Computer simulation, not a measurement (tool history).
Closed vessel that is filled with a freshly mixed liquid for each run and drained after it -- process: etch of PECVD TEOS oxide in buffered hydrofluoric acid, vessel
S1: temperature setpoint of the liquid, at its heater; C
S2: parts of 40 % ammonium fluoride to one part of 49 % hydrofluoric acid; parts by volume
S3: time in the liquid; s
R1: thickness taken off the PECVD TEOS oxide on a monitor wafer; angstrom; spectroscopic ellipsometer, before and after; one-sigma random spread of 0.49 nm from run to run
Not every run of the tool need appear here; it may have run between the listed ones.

{"run": 1, "hour": 0.0, "S1": 24, "S2": 23.5, "S3": 100, "R1": 586.82}
{"run": 2, "hour": 1.4, "S1": 23.5, "S2": 23.5, "S3": 100, "R1": 581.29}
{"run": 3, "hour": 2.9, "S1": 23.5, "S2": 23.5, "S3": 100, "R1": 582.13}
{"run": 4, "hour": 5.6, "S1": 23.5, "S2": 23.5, "S3": 110, "R1": 644.69}
{"run": 5, "hour": 12.1, "S1": 22.5, "S2": 23.5, "S3": 110, "R1": 596.96}
{"run": 6, "hour": 20.8, "S1": 25, "S2": 23.5, "S3": 110, "R1": 693.03}
{"run": 7, "hour": 23.1, "S1": 25, "S2": 23.5, "S3": 110, "R1": 686.59}

Run 8, settings as shown, results not yet in. Your forecast:
{"run": 8, "hour": 24.9, "S1": 25, "S2": 23.5, "S3": 110, "R1": "?"}

Run 8 produced R1 698.23 angstrom.
